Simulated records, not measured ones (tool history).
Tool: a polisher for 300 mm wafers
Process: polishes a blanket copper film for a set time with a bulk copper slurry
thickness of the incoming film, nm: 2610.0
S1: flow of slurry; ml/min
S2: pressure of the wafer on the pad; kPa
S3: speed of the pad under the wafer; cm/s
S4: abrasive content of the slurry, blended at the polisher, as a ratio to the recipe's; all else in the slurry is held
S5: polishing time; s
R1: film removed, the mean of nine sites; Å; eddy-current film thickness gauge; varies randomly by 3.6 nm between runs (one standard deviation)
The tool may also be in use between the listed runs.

{"run": 1, "day": 0.0, "S1": 200, "S2": 12.4, "S3": 102, "S4": 1, "S5": 120, "R1": 7305}
{"run": 2, "day": 0.038, "S1": 200, "S2": 11, "S3": 102, "S4": 1, "S5": 120, "R1": 6364.5}
{"run": 3, "day": 0.346, "S1": 200, "S2": 11, "S3": 116, "S4": 1, "S5": 120, "R1": 7212.9}
{"run": 4, "day": 0.404, "S1": 200, "S2": 10.3, "S3": 114, "S4": 1, "S5": 120, "R1": 6798.7}
{"run": 5, "day": 0.579, "S1": 200, "S2": 12.4, "S3": 114, "S4": 1, "S5": 120, "R1": 8081}
{"run": 6, "day": 0.729, "S1": 200, "S2": 12.4, "S3": 130, "S4": 1, "S5": 120, "R1": 9106.4}
{"run": 7, "day": 0.817, "S1": 200, "S2": 11.7, "S3": 126, "S4": 1, "S5": 120, "R1": 8300.9}

For run 8, what comes out?
{"run": 8, "day": 1.1, "S1": 200, "S2": 11, "S3": 122, "S4": 1, "S5": 120, "R1": "?"}

{"run 8": {"R1": 7573}}
